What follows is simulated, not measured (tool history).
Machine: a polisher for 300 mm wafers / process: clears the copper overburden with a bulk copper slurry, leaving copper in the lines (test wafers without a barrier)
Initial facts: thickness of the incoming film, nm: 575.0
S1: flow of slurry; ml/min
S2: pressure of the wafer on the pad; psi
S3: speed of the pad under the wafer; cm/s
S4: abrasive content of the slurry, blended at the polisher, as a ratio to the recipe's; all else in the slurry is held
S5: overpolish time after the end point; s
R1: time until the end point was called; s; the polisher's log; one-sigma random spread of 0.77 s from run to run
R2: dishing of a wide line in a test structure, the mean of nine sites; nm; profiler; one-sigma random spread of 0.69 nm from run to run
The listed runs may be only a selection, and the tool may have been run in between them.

run  hour   S1   S2   S3   S4  S5      R1      R2
  1     0  180  1.9  128    1   9  59.224  53.286
  2   1.6  180    2  128    1   9  59.098  55.486
  3   2.9  185  2.1  128    1   9  56.709  56.964
  4   8.3  185  2.1  116    1   9  62.571  53.359
  5  16.9  185  2.2  116    1   9  58.469  55.205
  6  23.3  185  2.2  116  0.8   9  63.625  53.772

Expected results for the next run?
  7  31.3  185  2.3  116  0.8   9   ?   ?

{"run 7": {"R1": 62.706, "R2": 54.471}}

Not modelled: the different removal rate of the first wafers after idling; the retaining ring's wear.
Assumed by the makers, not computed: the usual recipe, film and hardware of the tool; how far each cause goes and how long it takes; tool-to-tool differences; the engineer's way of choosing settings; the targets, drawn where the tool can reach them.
